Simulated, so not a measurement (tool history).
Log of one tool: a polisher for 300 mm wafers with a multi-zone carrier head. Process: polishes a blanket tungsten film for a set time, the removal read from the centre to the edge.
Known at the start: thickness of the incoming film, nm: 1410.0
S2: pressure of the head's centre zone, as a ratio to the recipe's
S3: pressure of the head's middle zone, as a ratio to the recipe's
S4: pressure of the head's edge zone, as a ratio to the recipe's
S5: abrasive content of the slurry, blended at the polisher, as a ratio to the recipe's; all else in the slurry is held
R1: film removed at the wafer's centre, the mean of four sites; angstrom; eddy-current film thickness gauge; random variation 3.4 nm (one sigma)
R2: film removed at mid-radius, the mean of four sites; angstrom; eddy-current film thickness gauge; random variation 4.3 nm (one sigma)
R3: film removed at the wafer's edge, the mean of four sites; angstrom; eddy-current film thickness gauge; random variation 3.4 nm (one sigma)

Run 1, hour 0: flow of slurry (ml/min) 185, S2 1, S3 1, S4 1, S5 1, polishing time (s) 30. Result: R1 2454 angstrom, R2 2433.8 angstrom, R3 2595.9 angstrom.
Run 2, hour 6.7: flow of slurry (ml/min) 190, S2 0.98, S3 1.03, S4 1.03, S5 1.1, polishing time (s) 30. Result: R1 2467.4 angstrom, R2 2581.9 angstrom, R3 2742.2 angstrom.
Run 3, hour 13.5: flow of slurry (ml/min) 190, S2 0.92, S3 1.03, S4 1.03, S5 1.1, polishing time (s) 30. Result: R1 2354.2 angstrom, R2 2640.3 angstrom, R3 2700.3 angstrom.
Run 4, hour 17.9: flow of slurry (ml/min) 190, S2 0.92, S3 1.03, S4 1.03, S5 1.1, polishing time (s) 27. Result: R1 2073.1 angstrom, R2 2334.5 angstrom, R3 2374.3 angstrom.
Run 5, hour 24.6: flow of slurry (ml/min) 195, S2 0.92, S3 1.06, S4 1.06, S5 1.2, polishing time (s) 28. Result: R1 2201.4 angstrom, R2 2547.7 angstrom, R3 2535.1 angstrom.
Run 6, hour 32.4: flow of slurry (ml/min) 195, S2 0.91, S3 1.06, S4 1.08, S5 1.25, polishing time (s) 29. Result: R1 2246.3 angstrom, R2 2579.2 angstrom, R3 2738.2 angstrom.

Forecast run 7:
Run 7, hour 34: flow of slurry (ml/min) 200, S2 0.91, S3 1.08, S4 1.09, S5 1.3, polishing time (s) 29. Result: R1 ?, R2 ?, R3 ?.

R1: 2287.6 angstrom
R2: 2712.3 angstrom
R3: 2734.6 angstrom
